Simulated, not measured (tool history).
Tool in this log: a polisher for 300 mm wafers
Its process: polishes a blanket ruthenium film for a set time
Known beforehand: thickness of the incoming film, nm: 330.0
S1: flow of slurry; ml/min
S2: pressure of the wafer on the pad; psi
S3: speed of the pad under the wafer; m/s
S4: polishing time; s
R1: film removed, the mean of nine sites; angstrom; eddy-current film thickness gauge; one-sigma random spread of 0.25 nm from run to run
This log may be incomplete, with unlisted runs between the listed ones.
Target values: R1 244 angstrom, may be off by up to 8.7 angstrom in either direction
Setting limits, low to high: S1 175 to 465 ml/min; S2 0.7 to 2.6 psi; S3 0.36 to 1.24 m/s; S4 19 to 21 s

{"run": 1, "hour": 0.0, "S1": 295, "S2": 1.6, "S3": 0.8, "S4": 21, "R1": 127.01}
{"run": 2, "hour": 3.5, "S1": 335, "S2": 1.6, "S3": 0.8, "S4": 21, "R1": 124.38}
{"run": 3, "hour": 10.9, "S1": 335, "S2": 1.9, "S3": 0.82, "S4": 21, "R1": 149.2}
{"run": 4, "hour": 14.4, "S1": 335, "S2": 1.9, "S3": 0.82, "S4": 19, "R1": 136.02}
{"run": 5, "hour": 19.1, "S1": 335, "S2": 1.9, "S3": 0.82, "S4": 19, "R1": 133.45}
{"run": 6, "hour": 20.9, "S1": 335, "S2": 2.1, "S3": 0.9, "S4": 19, "R1": 159.95}
{"run": 7, "hour": 23.1, "S1": 335, "S2": 2.6, "S3": 1.06, "S4": 19, "R1": 219.07}
{"run": 8, "hour": 27.5, "S1": 335, "S2": 2.6, "S3": 1.1, "S4": 19, "R1": 235.59}

Consider the 4 candidate settings below. Which is the only one whose results all fall within their allowed miss of target?
{"run": "A", "hour": 31.9, "S1": 300, "S2": 2.4, "S3": 1.08, "S4": 20, "R1": "?"}
{"run": "B", "hour": 31.9, "S1": 315, "S2": 2.5, "S3": 1.14, "S4": 19, "R1": "?"}
{"run": "C", "hour": 31.9, "S1": 305, "S2": 2.6, "S3": 1.22, "S4": 20, "R1": "?"}
{"run": "D", "hour": 31.9, "S1": 285, "S2": 2.5, "S3": 1.2, "S4": 19, "R1": "?"}

move=A R1=219.87
move=B R1=229.03
move=C R1=265.58
move=D R1=238.46
A: further off than the last run
B: further off than the last run
C: takes the biggest miss from the last run beyond its target
D: every result lands within tolerance
Move D is the one to make.
